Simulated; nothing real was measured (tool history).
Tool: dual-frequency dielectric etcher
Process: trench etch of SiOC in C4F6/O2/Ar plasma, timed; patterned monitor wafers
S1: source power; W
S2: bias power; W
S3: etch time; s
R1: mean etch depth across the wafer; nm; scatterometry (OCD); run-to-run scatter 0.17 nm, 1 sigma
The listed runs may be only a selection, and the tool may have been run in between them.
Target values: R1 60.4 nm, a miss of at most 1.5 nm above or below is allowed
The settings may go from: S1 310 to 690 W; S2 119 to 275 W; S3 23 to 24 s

run,hour,S1,S2,S3,R1
1,0,500,197,23,52.858
2,4.4,520,201,23,54.284
3,11.6,490,201,23,52.942
4,14,490,227,23,55.349
5,15.7,490,227,24,57.813
6,23.8,490,207,24,55.55
7,27,500,208,24,56.715
8,33.8,510,209,24,56.811
9,36.2,520,211,24,57.826
10,39,530,212,24,58.371

Pick the move, out of 5, that brings all results within their allowed miss; only one does.
A,41.8,600,219,23.5,?
B,41.8,530,212,23.5,?
C,41.8,510,218,23.5,?
D,41.8,490,258,23,?
E,41.8,550,194,23,?

move,R1
A,60.955
B,57.162
C,56.828
D,58.277
E,54.995
A: in spec on every target
B: further off than the last run
C: further off than the last run
D: neither nearer nor further off than the last run
E: further off than the last run
Answer: A
